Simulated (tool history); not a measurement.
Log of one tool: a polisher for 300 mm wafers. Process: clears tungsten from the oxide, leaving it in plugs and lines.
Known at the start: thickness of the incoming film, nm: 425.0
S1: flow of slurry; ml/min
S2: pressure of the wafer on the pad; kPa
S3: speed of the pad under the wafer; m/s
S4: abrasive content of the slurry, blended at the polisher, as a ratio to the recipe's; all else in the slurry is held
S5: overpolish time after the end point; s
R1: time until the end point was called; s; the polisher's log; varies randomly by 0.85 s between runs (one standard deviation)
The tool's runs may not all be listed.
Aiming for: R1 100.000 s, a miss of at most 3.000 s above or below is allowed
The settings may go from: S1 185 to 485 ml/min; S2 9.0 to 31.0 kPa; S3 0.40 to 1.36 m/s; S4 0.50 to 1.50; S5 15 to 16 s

run	hour	S1	S2	S3	S4	S5	R1
1	0.0	310	20.0	0.88	1.00	15	151.580
2	5.5	310	20.0	0.88	0.85	15	157.480
3	9.2	310	20.0	0.88	0.75	15	156.260
4	11.6	310	20.0	0.88	0.75	16	157.710
5	19.2	310	21.4	0.88	0.75	16	150.010
6	25.2	310	23.4	0.88	0.75	16	140.050
7	32.4	310	24.8	0.88	0.75	16	131.910
8	35.5	310	25.5	0.88	0.75	16	129.580

Of the 4 settings listed for the next run, only one would bring every result within its allowed miss of target. Which one?
A	38.6	370	30.3	1.10	0.70	16	?
B	38.6	275	31.0	1.04	0.80	16	?
C	38.6	375	26.2	0.76	0.65	16	?
D	38.6	435	31.0	0.96	0.65	15	?

move	R1
A	90.211
B	94.071
C	147.350
D	101.070
A: carries the result that was furthest off beyond its target, to the other side
B: carries the result that was furthest off beyond its target, to the other side
C: further off than the last run
D: every result lands within tolerance
Move D is the one to make.
